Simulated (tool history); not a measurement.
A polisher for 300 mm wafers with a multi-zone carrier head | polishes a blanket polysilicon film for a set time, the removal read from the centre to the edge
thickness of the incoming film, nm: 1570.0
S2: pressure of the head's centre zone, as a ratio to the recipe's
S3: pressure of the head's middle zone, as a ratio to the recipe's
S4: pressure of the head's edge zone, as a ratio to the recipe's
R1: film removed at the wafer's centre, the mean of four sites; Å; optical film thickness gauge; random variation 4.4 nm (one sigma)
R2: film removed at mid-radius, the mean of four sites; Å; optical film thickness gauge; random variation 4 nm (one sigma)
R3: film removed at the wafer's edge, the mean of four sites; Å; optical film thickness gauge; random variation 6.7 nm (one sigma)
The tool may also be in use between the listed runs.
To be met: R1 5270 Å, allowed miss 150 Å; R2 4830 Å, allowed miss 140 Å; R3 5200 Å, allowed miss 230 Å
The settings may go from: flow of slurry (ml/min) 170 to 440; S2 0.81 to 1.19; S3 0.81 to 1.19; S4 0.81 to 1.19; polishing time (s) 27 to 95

Run 1, hour 0: flow of slurry (ml/min) 280, S2 1, S3 1, S4 1, polishing time (s) 61. Result: R1 3651.5 Å, R2 3589.2 Å, R3 3555.4 Å.
Run 2, hour 5.1: flow of slurry (ml/min) 280, S2 1.02, S3 1, S4 1.04, polishing time (s) 65. Result: R1 3974.1 Å, R2 3829.6 Å, R3 3878.9 Å.
Run 3, hour 10: flow of slurry (ml/min) 280, S2 1.02, S3 1, S4 1.04, polishing time (s) 72. Result: R1 4437.8 Å, R2 4203.6 Å, R3 4302 Å.
Run 4, hour 11.4: flow of slurry (ml/min) 280, S2 1.02, S3 1, S4 0.97, polishing time (s) 72. Result: R1 4435.2 Å, R2 4243.8 Å, R3 4032.7 Å.
Run 5, hour 16: flow of slurry (ml/min) 280, S2 1.02, S3 1.07, S4 0.97, polishing time (s) 72. Result: R1 4355 Å, R2 4442.5 Å, R3 4132.6 Å.
Run 6, hour 19.6: flow of slurry (ml/min) 290, S2 1.05, S3 1.08, S4 1.02, polishing time (s) 73. Result: R1 4590.5 Å, R2 4549.5 Å, R3 4235.4 Å.
Run 7, hour 27.9: flow of slurry (ml/min) 290, S2 1.05, S3 1.06, S4 1.06, polishing time (s) 75. Result: R1 4731.1 Å, R2 4661.5 Å, R3 4538.1 Å.
Run 8, hour 33.3: flow of slurry (ml/min) 295, S2 1.06, S3 1.05, S4 1.09, polishing time (s) 76. Result: R1 4895.3 Å, R2 4691 Å, R3 4755.8 Å.

4 next moves are on the table. One of them brings every result within its allowed miss. Which?
Run A, hour 38.7: flow of slurry (ml/min) 315, S2 1.14, S3 1, S4 1.07, polishing time (s) 81. Result: R1 ?, R2 ?, R3 ?.
Run B, hour 38.7: flow of slurry (ml/min) 330, S2 1.06, S3 0.99, S4 1.16, polishing time (s) 81. Result: R1 ?, R2 ?, R3 ?.
Run C, hour 38.7: flow of slurry (ml/min) 185, S2 0.93, S3 0.92, S4 1.19, polishing time (s) 88. Result: R1 ?, R2 ?, R3 ?.
Run D, hour 38.7: flow of slurry (ml/min) 270, S2 1.07, S3 0.96, S4 1.14, polishing time (s) 80. Result: R1 ?, R2 ?, R3 ?.

move      R1      R2      R3
   A  5527.8    4814    4847
   B  5161.2  4795.2  5067.7
   C  4539.9  4566.3  5295.4
   D  5032.4  4523.5  4887.3
A: takes the result that was furthest off past its target
B: meets every target
C: further off than the last run
D: nearer than the last run, and not there yet
Answer: B

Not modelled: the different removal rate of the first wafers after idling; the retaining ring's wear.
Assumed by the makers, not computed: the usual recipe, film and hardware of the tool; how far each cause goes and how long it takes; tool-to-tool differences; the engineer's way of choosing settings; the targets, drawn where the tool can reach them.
